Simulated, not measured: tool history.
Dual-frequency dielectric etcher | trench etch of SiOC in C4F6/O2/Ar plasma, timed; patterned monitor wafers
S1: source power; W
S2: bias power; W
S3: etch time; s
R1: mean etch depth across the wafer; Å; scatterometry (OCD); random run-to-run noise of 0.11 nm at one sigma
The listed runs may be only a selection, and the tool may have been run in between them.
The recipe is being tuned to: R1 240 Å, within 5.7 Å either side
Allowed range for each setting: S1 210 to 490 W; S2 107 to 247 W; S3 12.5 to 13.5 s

{"run": 1, "hour": 0.0, "S1": 350, "S2": 177, "S3": 13.5, "R1": 269.17}
{"run": 2, "hour": 1.0, "S1": 310, "S2": 177, "S3": 13.5, "R1": 261.14}
{"run": 3, "hour": 4.2, "S1": 310, "S2": 177, "S3": 13.5, "R1": 260.92}
{"run": 4, "hour": 9.8, "S1": 300, "S2": 175, "S3": 13.5, "R1": 254.32}
{"run": 5, "hour": 11.5, "S1": 360, "S2": 175, "S3": 13.5, "R1": 271.81}
{"run": 6, "hour": 16.4, "S1": 420, "S2": 175, "S3": 13.5, "R1": 285.22}
{"run": 7, "hour": 17.4, "S1": 400, "S2": 170, "S3": 13.5, "R1": 278.54}
{"run": 8, "hour": 21.7, "S1": 380, "S2": 166, "S3": 13.5, "R1": 267.6}
{"run": 9, "hour": 23.6, "S1": 370, "S2": 164, "S3": 13.5, "R1": 266.68}
{"run": 10, "hour": 27.8, "S1": 360, "S2": 162, "S3": 13.5, "R1": 262.35}
{"run": 11, "hour": 36.3, "S1": 350, "S2": 160, "S3": 13.5, "R1": 259.87}
{"run": 12, "hour": 41.8, "S1": 340, "S2": 158, "S3": 13.5, "R1": 255.06}
{"run": 13, "hour": 47.0, "S1": 330, "S2": 157, "S3": 13.5, "R1": 251.53}
{"run": 14, "hour": 53.4, "S1": 320, "S2": 156, "S3": 13.5, "R1": 246.87}

Which one of the following 5 next-run settings gets every result inside its allowed miss? There is exactly one.
{"run": "A", "hour": 59.8, "S1": 360, "S2": 131, "S3": 12.5, "R1": "?"}
{"run": "B", "hour": 59.8, "S1": 340, "S2": 153, "S3": 13, "R1": "?"}
{"run": "C", "hour": 59.8, "S1": 320, "S2": 178, "S3": 13, "R1": "?"}
{"run": "D", "hour": 59.8, "S1": 310, "S2": 162, "S3": 13.5, "R1": "?"}
{"run": "E", "hour": 59.8, "S1": 250, "S2": 184, "S3": 12.5, "R1": "?"}

move=A R1=223.9
move=B R1=243.96
move=C R1=254.87
move=D R1=251.62
move=E R1=229.36
A: takes the biggest miss from the last run beyond its target
B: every result within its allowed miss
C: further off than the last run
D: further off than the last run
E: takes the biggest miss from the last run beyond its target
Move B is the one to make.
